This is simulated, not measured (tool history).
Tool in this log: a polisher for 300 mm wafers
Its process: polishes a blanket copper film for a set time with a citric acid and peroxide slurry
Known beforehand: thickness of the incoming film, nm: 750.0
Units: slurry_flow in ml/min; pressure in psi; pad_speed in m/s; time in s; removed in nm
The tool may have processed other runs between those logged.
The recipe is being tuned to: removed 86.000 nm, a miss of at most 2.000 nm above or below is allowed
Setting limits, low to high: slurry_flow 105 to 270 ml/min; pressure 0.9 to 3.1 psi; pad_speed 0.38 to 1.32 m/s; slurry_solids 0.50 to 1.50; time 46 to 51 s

Run 1, hour 0.0: slurry_flow 175 ml/min, pressure 2.0 psi, pad_speed 0.84 m/s, slurry_solids 1.00, time 51 s. Result: removed 53.705 nm.
Run 2, hour 2.9: slurry_flow 185 ml/min, pressure 2.2 psi, pad_speed 0.84 m/s, slurry_solids 1.00, time 51 s. Result: removed 60.048 nm.
Run 3, hour 3.9: slurry_flow 185 ml/min, pressure 2.5 psi, pad_speed 0.84 m/s, slurry_solids 1.00, time 51 s. Result: removed 67.397 nm.
Run 4, hour 11.2: slurry_flow 185 ml/min, pressure 2.5 psi, pad_speed 0.84 m/s, slurry_solids 1.20, time 51 s. Result: removed 70.184 nm.
Run 5, hour 14.3: slurry_flow 185 ml/min, pressure 2.5 psi, pad_speed 0.84 m/s, slurry_solids 1.05, time 51 s. Result: removed 68.712 nm.
Run 6, hour 20.9: slurry_flow 195 ml/min, pressure 2.6 psi, pad_speed 0.84 m/s, slurry_solids 1.05, time 51 s. Result: removed 72.240 nm.
Run 7, hour 22.0: slurry_flow 205 ml/min, pressure 2.7 psi, pad_speed 0.84 m/s, slurry_solids 1.05, time 51 s. Result: removed 74.977 nm.
Run 8, hour 28.7: slurry_flow 205 ml/min, pressure 2.8 psi, pad_speed 0.84 m/s, slurry_solids 1.05, time 51 s. Result: removed 77.507 nm.
Run 9, hour 37.7: slurry_flow 205 ml/min, pressure 2.9 psi, pad_speed 0.84 m/s, slurry_solids 1.05, time 51 s. Result: removed 80.722 nm.
Run 10, hour 38.4: slurry_flow 210 ml/min, pressure 3.0 psi, pad_speed 0.84 m/s, slurry_solids 1.05, time 51 s. Result: removed 83.184 nm.

Exercise: of the 4 proposed moves below, exactly one satisfies all targets within the stated allowed misses. Which move is it?
Run A, hour 39.1: slurry_flow 235 ml/min, pressure 2.7 psi, pad_speed 1.04 m/s, slurry_solids 1.00, time 47 s. Result: removed ?.
Run B, hour 39.1: slurry_flow 200 ml/min, pressure 3.1 psi, pad_speed 0.92 m/s, slurry_solids 1.20, time 48 s. Result: removed ?.
Run C, hour 39.1: slurry_flow 200 ml/min, pressure 3.0 psi, pad_speed 0.84 m/s, slurry_solids 1.00, time 49 s. Result: removed ?.
Run D, hour 39.1: slurry_flow 245 ml/min, pressure 3.0 psi, pad_speed 0.78 m/s, slurry_solids 1.20, time 51 s. Result: removed ?.

move  removed
   A   84.992
   B   89.500
   C   78.203
   D   80.380
A: each result inside its tolerance
B: the result that was furthest off in the last run now lies on the other side of its target
C: its largest miss is bigger than the last run's
D: its largest miss is bigger than the last run's
A is the move that brings every result within its allowed miss.
